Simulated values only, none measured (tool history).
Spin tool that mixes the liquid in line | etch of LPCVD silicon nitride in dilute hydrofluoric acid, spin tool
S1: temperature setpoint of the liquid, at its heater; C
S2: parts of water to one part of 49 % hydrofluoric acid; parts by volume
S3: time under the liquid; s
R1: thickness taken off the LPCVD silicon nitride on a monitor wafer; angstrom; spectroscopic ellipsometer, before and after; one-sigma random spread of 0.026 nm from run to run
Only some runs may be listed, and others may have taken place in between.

Run 1, hour 0.0: S1 25.0 C, S2 80 parts by volume, S3 320 s. Result: R1 24.260 angstrom.
Run 2, hour 5.8: S1 25.0 C, S2 90 parts by volume, S3 320 s. Result: R1 21.707 angstrom.
Run 3, hour 9.1: S1 24.0 C, S2 90 parts by volume, S3 320 s. Result: R1 20.221 angstrom.
Run 4, hour 17.5: S1 23.0 C, S2 90 parts by volume, S3 320 s. Result: R1 19.091 angstrom.
Run 5, hour 23.4: S1 23.0 C, S2 90 parts by volume, S3 340 s. Result: R1 20.451 angstrom.
Run 6, hour 31.9: S1 26.0 C, S2 90 parts by volume, S3 340 s. Result: R1 24.689 angstrom.
Run 7, hour 39.8: S1 24.5 C, S2 90 parts by volume, S3 340 s. Result: R1 22.290 angstrom.
Run 8, hour 43.9: S1 23.5 C, S2 90 parts by volume, S3 340 s. Result: R1 20.894 angstrom.

Predict the results of run 9:
Run 9, hour 46.2: S1 22.5 C, S2 90 parts by volume, S3 340 s. Result: R1 ?.

{"run 9": {"R1": 19.583}}
